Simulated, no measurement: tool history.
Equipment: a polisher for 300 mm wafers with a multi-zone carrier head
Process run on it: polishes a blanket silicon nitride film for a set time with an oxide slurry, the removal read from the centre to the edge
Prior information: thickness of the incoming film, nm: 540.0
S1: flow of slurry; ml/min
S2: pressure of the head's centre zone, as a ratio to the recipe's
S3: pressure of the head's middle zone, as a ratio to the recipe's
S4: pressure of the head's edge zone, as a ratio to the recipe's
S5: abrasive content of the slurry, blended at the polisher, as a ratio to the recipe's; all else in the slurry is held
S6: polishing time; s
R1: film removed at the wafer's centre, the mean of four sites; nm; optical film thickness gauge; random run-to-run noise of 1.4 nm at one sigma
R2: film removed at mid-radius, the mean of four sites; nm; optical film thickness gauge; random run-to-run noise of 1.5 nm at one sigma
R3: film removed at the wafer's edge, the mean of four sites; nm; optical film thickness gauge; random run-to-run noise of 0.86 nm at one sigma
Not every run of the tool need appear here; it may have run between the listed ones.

run  hour   S1    S2    S3    S4    S5  S6      R1      R2      R3
  1   0.0  145  1.00  1.00  1.00  1.00  84  75.950  76.857  75.181
  2   5.5  145  1.00  1.00  1.00  1.10  84  83.466  82.333  80.480
  3   8.7  155  1.03  1.02  1.03  1.15  84  85.925  84.540  85.018
  4  13.4  155  1.03  1.02  1.03  1.15  66  68.149  67.129  66.356
  5  15.5  165  1.06  1.04  1.02  1.25  70  80.194  74.704  74.706
  6  17.6  165  1.06  1.04  1.02  1.10  70  73.725  70.191  69.544

What will run 7 give?
  7  18.7  165  1.06  1.04  1.02  1.10  70   ?   ?   ?

R1: 74.073 nm
R2: 71.720 nm
R3: 69.556 nm
